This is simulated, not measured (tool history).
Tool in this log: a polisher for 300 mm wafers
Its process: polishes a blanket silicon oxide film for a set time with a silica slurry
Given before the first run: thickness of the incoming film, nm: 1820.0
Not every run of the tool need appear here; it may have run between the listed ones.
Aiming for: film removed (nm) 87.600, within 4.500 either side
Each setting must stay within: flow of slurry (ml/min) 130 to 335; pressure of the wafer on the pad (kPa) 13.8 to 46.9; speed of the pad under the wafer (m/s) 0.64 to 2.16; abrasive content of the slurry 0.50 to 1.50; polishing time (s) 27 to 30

| run | hour | flow of slurry (ml/min) | pressure of the wafer on the pad (kPa) | speed of the pad under the wafer (m/s) | abrasive content of the slurry | polishing time (s) | film removed (nm) |
|---|---|---|---|---|---|---|---|
| 1 | 0.0 | 215 | 30.3 | 1.40 | 1.00 | 30 | 119.550 |
| 2 | 4.5 | 215 | 27.6 | 1.38 | 1.00 | 30 | 109.850 |
| 3 | 12.6 | 190 | 27.6 | 1.38 | 1.00 | 30 | 106.010 |
| 4 | 20.8 | 215 | 27.6 | 1.38 | 1.00 | 30 | 109.620 |
| 5 | 26.0 | 215 | 32.4 | 1.38 | 1.00 | 30 | 128.640 |
| 6 | 33.1 | 215 | 32.4 | 1.66 | 1.00 | 30 | 145.950 |
| 7 | 40.9 | 215 | 24.1 | 1.54 | 1.00 | 30 | 105.930 |
| 8 | 42.1 | 210 | 22.1 | 1.52 | 1.00 | 30 | 93.902 |

5 next moves are on the table. One of them brings every result within its allowed miss. Which?
| A | 43.3 | 275 | 24.8 | 1.58 | 0.90 | 30 | ? |
| B | 43.3 | 300 | 24.8 | 1.62 | 1.05 | 27 | ? |
| C | 43.3 | 195 | 27.6 | 1.54 | 0.80 | 27 | ? |
| D | 43.3 | 275 | 20.7 | 1.72 | 1.10 | 30 | ? |
| E | 43.3 | 185 | 24.8 | 1.52 | 0.75 | 27 | ? |

| move | film removed (nm) |
|---|---|
| A | 108.130 |
| B | 104.700 |
| C | 98.579 |
| D | 102.530 |
| E | 85.965 |
A: further off than the last run
B: further off than the last run
C: further off than the last run
D: further off than the last run
E: hits every target within its allowed miss
Move E is the one to make.
